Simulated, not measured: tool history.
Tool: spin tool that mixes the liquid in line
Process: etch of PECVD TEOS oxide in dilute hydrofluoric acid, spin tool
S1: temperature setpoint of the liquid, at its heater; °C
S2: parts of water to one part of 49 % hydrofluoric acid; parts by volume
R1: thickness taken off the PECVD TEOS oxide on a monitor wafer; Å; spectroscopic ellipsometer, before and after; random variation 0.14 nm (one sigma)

{"run": 1, "hour": 0.0, "S1": 24, "S2": 195, "time under the liquid (s)": 60, "R1": 54.227}
{"run": 2, "hour": 8.3, "S1": 25, "S2": 180, "time under the liquid (s)": 60, "R1": 61.478}
{"run": 3, "hour": 10.7, "S1": 25, "S2": 225, "time under the liquid (s)": 60, "R1": 47.219}
{"run": 4, "hour": 17.4, "S1": 26, "S2": 205, "time under the liquid (s)": 60, "R1": 54.8}
{"run": 5, "hour": 25.2, "S1": 26.5, "S2": 185, "time under the liquid (s)": 60, "R1": 63.836}
{"run": 6, "hour": 27.2, "S1": 27, "S2": 170, "time under the liquid (s)": 60, "R1": 70.695}
{"run": 7, "hour": 33.7, "S1": 27.5, "S2": 155, "time under the liquid (s)": 60, "R1": 81.547}

Forecast run 8:
{"run": 8, "hour": 42.8, "S1": 28, "S2": 145, "time under the liquid (s)": 60, "R1": "?"}

R1: 90.956 Å

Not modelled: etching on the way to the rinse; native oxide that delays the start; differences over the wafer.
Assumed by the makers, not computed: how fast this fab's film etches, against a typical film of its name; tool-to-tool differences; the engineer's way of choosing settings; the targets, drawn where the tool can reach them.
